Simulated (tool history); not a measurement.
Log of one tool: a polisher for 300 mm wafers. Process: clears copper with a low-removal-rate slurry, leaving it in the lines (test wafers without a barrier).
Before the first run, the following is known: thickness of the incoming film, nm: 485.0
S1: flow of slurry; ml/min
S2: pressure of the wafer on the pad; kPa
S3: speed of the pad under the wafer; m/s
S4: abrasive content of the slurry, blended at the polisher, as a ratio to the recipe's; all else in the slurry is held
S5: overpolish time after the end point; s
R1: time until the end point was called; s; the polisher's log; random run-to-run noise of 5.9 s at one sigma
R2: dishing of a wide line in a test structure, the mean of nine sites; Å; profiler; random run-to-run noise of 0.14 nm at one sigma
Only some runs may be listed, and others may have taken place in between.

Run 1, hour 0.0: S1 190 ml/min, S2 19.3 kPa, S3 1.34 m/s, S4 1.00, S5 12 s. Result: R1 115.58 s, R2 356.40 Å.
Run 2, hour 1.2: S1 190 ml/min, S2 19.3 kPa, S3 1.04 m/s, S4 1.00, S5 12 s. Result: R1 151.19 s, R2 288.65 Å.
Run 3, hour 10.1: S1 190 ml/min, S2 19.3 kPa, S3 1.20 m/s, S4 1.00, S5 12 s. Result: R1 129.86 s, R2 319.97 Å.
Run 4, hour 11.3: S1 190 ml/min, S2 19.3 kPa, S3 1.20 m/s, S4 1.00, S5 17 s. Result: R1 130.32 s, R2 440.59 Å.
Run 5, hour 15.3: S1 190 ml/min, S2 21.4 kPa, S3 1.20 m/s, S4 1.00, S5 17 s. Result: R1 114.35 s, R2 480.04 Å.
Run 6, hour 20.9: S1 185 ml/min, S2 19.3 kPa, S3 1.04 m/s, S4 0.95, S5 15 s. Result: R1 148.05 s, R2 339.39 Å.
Run 7, hour 29.5: S1 185 ml/min, S2 17.2 kPa, S3 0.92 m/s, S4 0.90, S5 14 s. Result: R1 191.43 s, R2 260.73 Å.
Run 8, hour 34.1: S1 185 ml/min, S2 15.9 kPa, S3 0.86 m/s, S4 0.85, S5 13 s. Result: R1 230.38 s, R2 208.98 Å.
Run 9, hour 39.4: S1 185 ml/min, S2 14.5 kPa, S3 0.86 m/s, S4 0.85, S5 12 s. Result: R1 244.73 s, R2 179.38 Å.
Run 10, hour 46.5: S1 185 ml/min, S2 13.1 kPa, S3 0.86 m/s, S4 0.85, S5 12 s. Result: R1 274.63 s, R2 162.02 Å.
Run 11, hour 51.1: S1 185 ml/min, S2 12.4 kPa, S3 0.86 m/s, S4 0.85, S5 12 s. Result: R1 289.78 s, R2 153.38 Å.
Run 12, hour 56.7: S1 185 ml/min, S2 11.7 kPa, S3 0.86 m/s, S4 0.85, S5 12 s. Result: R1 300.15 s, R2 146.24 Å.

What will run 13 give?
Run 13, hour 62.7: S1 170 ml/min, S2 9.7 kPa, S3 0.86 m/s, S4 0.85, S5 12 s. Result: R1 ?, R2 ?.

Run 13 gave R1 366.21 s, R2 120.08 Å.
